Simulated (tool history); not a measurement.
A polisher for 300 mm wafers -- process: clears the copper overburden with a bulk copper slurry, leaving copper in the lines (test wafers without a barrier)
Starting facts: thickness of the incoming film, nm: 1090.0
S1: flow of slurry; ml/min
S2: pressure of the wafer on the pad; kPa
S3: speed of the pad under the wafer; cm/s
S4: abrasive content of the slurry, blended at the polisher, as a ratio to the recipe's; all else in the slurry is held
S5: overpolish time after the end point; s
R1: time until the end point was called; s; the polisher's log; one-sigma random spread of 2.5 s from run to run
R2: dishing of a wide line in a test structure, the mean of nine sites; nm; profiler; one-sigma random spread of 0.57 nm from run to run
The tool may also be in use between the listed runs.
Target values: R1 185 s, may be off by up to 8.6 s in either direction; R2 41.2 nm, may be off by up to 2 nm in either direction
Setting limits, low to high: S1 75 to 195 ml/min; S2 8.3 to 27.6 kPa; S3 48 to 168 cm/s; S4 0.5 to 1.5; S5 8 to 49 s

run 1 day=0 | S1=125 S2=17.9 S3=108 S4=1 S5=25 | R1=99.783 R2=52.279
run 2 day=0.142 | S1=125 S2=17.9 S3=118 S4=1 S5=25 | R1=91.412 R2=52.227
run 3 day=0.238 | S1=120 S2=15.9 S3=116 S4=1 S5=22 | R1=106.55 R2=49.726
run 4 day=0.483 | S1=120 S2=15.9 S3=96 S4=1 S5=22 | R1=129.48 R2=47.337
run 5 day=0.833 | S1=120 S2=18.6 S3=96 S4=1 S5=22 | R1=110.36 R2=49.538
run 6 day=1.179 | S1=120 S2=18.6 S3=96 S4=1 S5=31 | R1=108.77 R2=52.027
run 7 day=1.462 | S1=115 S2=17.2 S3=96 S4=1 S5=27 | R1=115.75 R2=50.604
run 8 day=1.679 | S1=115 S2=15.9 S3=96 S4=1 S5=24 | R1=131.88 R2=48.784
run 9 day=1.933 | S1=120 S2=15.2 S3=96 S4=1 S5=21 | R1=134.43 R2=47.623
run 10 day=2.162 | S1=115 S2=14.5 S3=96 S4=1 S5=18 | R1=143.2 R2=43.768
run 11 day=2.192 | S1=95 S2=10.3 S3=92 S4=1 S5=22 | R1=217.24 R2=38.969
run 12 day=2.483 | S1=100 S2=10.3 S3=92 S4=1 S5=21 | R1=208.6 R2=39.914
run 13 day=2.533 | S1=105 S2=10.3 S3=92 S4=1 S5=20 | R1=204.54 R2=38.329
run 14 day=2.658 | S1=110 S2=10.3 S3=92 S4=1 S5=21 | R1=208.7 R2=37.681
run 15 day=2.921 | S1=110 S2=11 S3=92 S4=1 S5=21 | R1=194.8 R2=40.121

Pick the move, out of 4, that brings all results within their allowed miss; only one does.
run A day=3.183 | S1=90 S2=19.3 S3=52 S4=0.9 S5=33 | R1=? R2=?
run B day=3.183 | S1=130 S2=11 S3=92 S4=1 S5=21 | R1=? R2=?
run C day=3.183 | S1=80 S2=11.7 S3=84 S4=1.15 S5=29 | R1=? R2=?
run D day=3.183 | S1=120 S2=9.7 S3=120 S4=1 S5=16 | R1=? R2=?

move=A R1=214.39 R2=47.451
move=B R1=189.4 R2=40.365
move=C R1=217.4 R2=43.222
move=D R1=169.18 R2=37.349
A: misses by more than the last run did
B: every result lands within tolerance
C: misses by more than the last run did
D: moves the result that the last run missed by most past its target, out the other side
So the answer is move B, the one that meets all the targets.

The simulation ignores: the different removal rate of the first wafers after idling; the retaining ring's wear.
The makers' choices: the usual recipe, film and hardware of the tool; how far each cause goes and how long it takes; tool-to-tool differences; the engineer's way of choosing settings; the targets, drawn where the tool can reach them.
